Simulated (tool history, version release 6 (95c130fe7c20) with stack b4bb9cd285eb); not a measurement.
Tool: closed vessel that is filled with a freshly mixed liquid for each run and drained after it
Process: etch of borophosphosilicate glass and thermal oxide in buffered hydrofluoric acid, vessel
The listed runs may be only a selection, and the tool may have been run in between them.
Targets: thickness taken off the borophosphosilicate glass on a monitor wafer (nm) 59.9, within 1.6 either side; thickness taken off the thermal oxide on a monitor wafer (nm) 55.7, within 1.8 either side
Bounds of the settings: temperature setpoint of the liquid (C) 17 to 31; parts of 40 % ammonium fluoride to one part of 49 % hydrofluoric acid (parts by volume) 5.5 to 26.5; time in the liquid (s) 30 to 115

| run | hour | temperature setpoint of the liquid (C) | parts of 40 % ammonium fluoride to one part of 49 % hydrofluoric acid (parts by volume) | time in the liquid (s) | thickness taken off the borophosphosilicate glass on a monitor wafer (nm) | thickness taken off the thermal oxide on a monitor wafer (nm) |
|---|---|---|---|---|---|---|
| 1 | 0 | 23 | 16 | 60 | 47.247 | 43.897 |
| 2 | 8.5 | 26 | 16 | 60 | 54.679 | 51.408 |
| 3 | 9.8 | 22.5 | 16 | 60 | 46.544 | 43.34 |
| 4 | 16.7 | 22.5 | 16 | 45 | 34.152 | 31.576 |
| 5 | 21.7 | 24.5 | 16 | 45 | 38.228 | 35.398 |
| 6 | 26.8 | 24.5 | 16 | 55 | 46.822 | 43.213 |
| 7 | 28.1 | 25.5 | 16 | 55 | 49.098 | 46.859 |
| 8 | 28.6 | 26 | 15.5 | 55 | 51.561 | 48.094 |
| 9 | 37.2 | 26.5 | 15.5 | 55 | 54.248 | 50.276 |
| 10 | 43.7 | 27 | 15.5 | 55 | 55.362 | 50.901 |
| 11 | 51.1 | 27.5 | 15.5 | 55 | 56.882 | 51.816 |
| 12 | 59.3 | 28 | 15.5 | 55 | 57.016 | 54.372 |

4 candidate next runs follow, results not yet known. Just one meets every target within its allowed miss. Identify it.
| A | 67.5 | 30 | 16 | 50 | ? | ? |
| B | 67.5 | 31 | 17.5 | 50 | ? | ? |
| C | 67.5 | 20 | 5.5 | 30 | ? | ? |
| D | 67.5 | 27.5 | 10.5 | 40 | ? | ? |

| move | thickness taken off the borophosphosilicate glass on a monitor wafer (nm) | thickness taken off the thermal oxide on a monitor wafer (nm) |
|---|---|---|
| A | 57.879 | 52.986 |
| B | 55.824 | 51.14 |
| C | 56.198 | 50.523 |
| D | 61.427 | 56.051 |
A: nearer than the last run, and not there yet
B: lands further from the targets than the last run did
C: lands further from the targets than the last run did
D: every result within its allowed miss
Correct choice: D, which meets every target
